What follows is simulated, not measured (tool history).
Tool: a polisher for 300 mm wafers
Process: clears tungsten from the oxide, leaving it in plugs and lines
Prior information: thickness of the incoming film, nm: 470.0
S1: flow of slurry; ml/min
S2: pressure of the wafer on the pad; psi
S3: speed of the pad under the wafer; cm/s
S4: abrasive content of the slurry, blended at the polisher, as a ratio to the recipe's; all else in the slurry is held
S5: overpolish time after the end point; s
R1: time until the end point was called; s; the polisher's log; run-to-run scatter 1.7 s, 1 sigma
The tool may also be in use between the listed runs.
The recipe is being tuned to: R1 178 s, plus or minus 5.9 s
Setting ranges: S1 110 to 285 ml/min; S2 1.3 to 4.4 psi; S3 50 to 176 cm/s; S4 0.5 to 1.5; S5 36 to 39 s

run	day	S1	S2	S3	S4	S5	R1
1	0	180	2.8	112	1	36	118.75
2	0.2	180	2.8	112	1.15	36	117.86
3	0.562	180	3.4	112	1.15	36	103.49
4	0.779	175	2.9	110	1.15	36	116.41
5	1.154	175	2.5	108	1.15	36	130.73
6	1.392	175	1.9	108	1.15	36	157.46
7	1.688	175	1.8	108	1.15	36	162.66
8	1.862	175	1.7	108	1.15	36	163.91
9	2.054	175	1.6	108	1.15	36	171.64

Exactly one of the 5 candidate moves below puts every result within its allowed miss. Which one?
A	2.246	165	1.3	116	1.25	36	?
B	2.246	230	1.9	84	1.05	36	?
C	2.246	125	1.7	106	0.85	39	?
D	2.246	200	1.3	108	1.05	37	?
E	2.246	180	1.8	106	1.2	39	?

move	R1
A	176.88
B	196.49
C	190.17
D	191.8
E	162.16
A: meets every target
B: takes the biggest miss from the last run beyond its target
C: takes the biggest miss from the last run beyond its target
D: takes the biggest miss from the last run beyond its target
E: its largest miss is bigger than the last run's
Answer: A

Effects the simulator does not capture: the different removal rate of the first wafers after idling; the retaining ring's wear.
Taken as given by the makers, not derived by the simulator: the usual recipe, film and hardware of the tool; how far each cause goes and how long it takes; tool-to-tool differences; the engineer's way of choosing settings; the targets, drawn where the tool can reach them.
